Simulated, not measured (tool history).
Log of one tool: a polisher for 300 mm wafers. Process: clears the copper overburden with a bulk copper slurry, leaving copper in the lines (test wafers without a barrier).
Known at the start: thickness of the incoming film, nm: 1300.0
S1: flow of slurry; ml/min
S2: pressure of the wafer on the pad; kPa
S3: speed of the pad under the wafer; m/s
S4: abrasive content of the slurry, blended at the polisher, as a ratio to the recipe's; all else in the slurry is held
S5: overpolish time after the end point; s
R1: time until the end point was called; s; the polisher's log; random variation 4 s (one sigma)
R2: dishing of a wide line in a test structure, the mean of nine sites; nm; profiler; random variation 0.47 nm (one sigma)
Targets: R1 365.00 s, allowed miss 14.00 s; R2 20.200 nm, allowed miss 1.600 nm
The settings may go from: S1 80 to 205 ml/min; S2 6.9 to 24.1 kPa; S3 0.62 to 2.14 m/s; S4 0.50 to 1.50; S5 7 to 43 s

Run 1, hour 0.0: S1 135 ml/min, S2 15.2 kPa, S3 1.38 m/s, S4 1.00, S5 22 s. Result: R1 168.04 s, R2 23.245 nm.
Run 2, hour 0.6: S1 135 ml/min, S2 15.2 kPa, S3 1.38 m/s, S4 1.10, S5 22 s. Result: R1 163.07 s, R2 23.146 nm.
Run 3, hour 4.2: S1 130 ml/min, S2 13.8 kPa, S3 1.32 m/s, S4 1.10, S5 20 s. Result: R1 182.02 s, R2 22.750 nm.
Run 4, hour 9.0: S1 125 ml/min, S2 12.4 kPa, S3 1.24 m/s, S4 1.10, S5 19 s. Result: R1 222.20 s, R2 22.859 nm.
Run 5, hour 13.4: S1 125 ml/min, S2 11.7 kPa, S3 1.20 m/s, S4 1.10, S5 17 s. Result: R1 244.67 s, R2 22.774 nm.
At hour 20.4: slurry blender recalibrated.
Run 6, hour 20.4: S1 125 ml/min, S2 11.0 kPa, S3 1.18 m/s, S4 1.10, S5 16 s. Result: R1 234.14 s, R2 22.414 nm.
Run 7, hour 21.0: S1 120 ml/min, S2 10.3 kPa, S3 1.14 m/s, S4 1.10, S5 14 s. Result: R1 253.98 s, R2 20.500 nm.
Run 8, hour 24.4: S1 120 ml/min, S2 9.7 kPa, S3 1.12 m/s, S4 1.10, S5 14 s. Result: R1 274.86 s, R2 20.146 nm.
Run 9, hour 32.4: S1 120 ml/min, S2 9.0 kPa, S3 1.10 m/s, S4 1.10, S5 15 s. Result: R1 304.25 s, R2 19.418 nm.
Run 10, hour 39.6: S1 120 ml/min, S2 9.0 kPa, S3 1.06 m/s, S4 1.15, S5 15 s. Result: R1 303.36 s, R2 19.451 nm.
Run 11, hour 41.3: S1 105 ml/min, S2 6.9 kPa, S3 0.98 m/s, S4 1.20, S5 25 s. Result: R1 438.22 s, R2 19.711 nm.
Run 12, hour 47.4: S1 110 ml/min, S2 6.9 kPa, S3 0.98 m/s, S4 1.20, S5 25 s. Result: R1 433.78 s, R2 20.337 nm.
Run 13, hour 52.2: S1 110 ml/min, S2 6.9 kPa, S3 0.98 m/s, S4 1.20, S5 24 s. Result: R1 421.31 s, R2 20.032 nm.
Run 14, hour 59.4: S1 115 ml/min, S2 6.9 kPa, S3 0.98 m/s, S4 1.20, S5 23 s. Result: R1 429.00 s, R2 19.641 nm.
Run 15, hour 66.6: S1 115 ml/min, S2 7.6 kPa, S3 1.00 m/s, S4 1.20, S5 22 s. Result: R1 385.66 s, R2 19.423 nm.

Which of these 4 next moves meets every target?
Run A, hour 73.8: S1 105 ml/min, S2 7.6 kPa, S3 1.12 m/s, S4 0.75, S5 18 s. Result: R1 ?, R2 ?.
Run B, hour 73.8: S1 120 ml/min, S2 6.9 kPa, S3 1.02 m/s, S4 1.35, S5 18 s. Result: R1 ?, R2 ?.
Run C, hour 73.8: S1 110 ml/min, S2 7.6 kPa, S3 1.06 m/s, S4 1.25, S5 25 s. Result: R1 ?, R2 ?.
Run D, hour 73.8: S1 80 ml/min, S2 11.7 kPa, S3 0.62 m/s, S4 1.25, S5 19 s. Result: R1 ?, R2 ?.

move      R1      R2
   A  405.66  19.165
   B  396.94  19.092
   C  364.36  21.182
   D  430.94  19.912
A: further off than the last run
B: further off than the last run
C: meets every target
D: further off than the last run
Answer: C

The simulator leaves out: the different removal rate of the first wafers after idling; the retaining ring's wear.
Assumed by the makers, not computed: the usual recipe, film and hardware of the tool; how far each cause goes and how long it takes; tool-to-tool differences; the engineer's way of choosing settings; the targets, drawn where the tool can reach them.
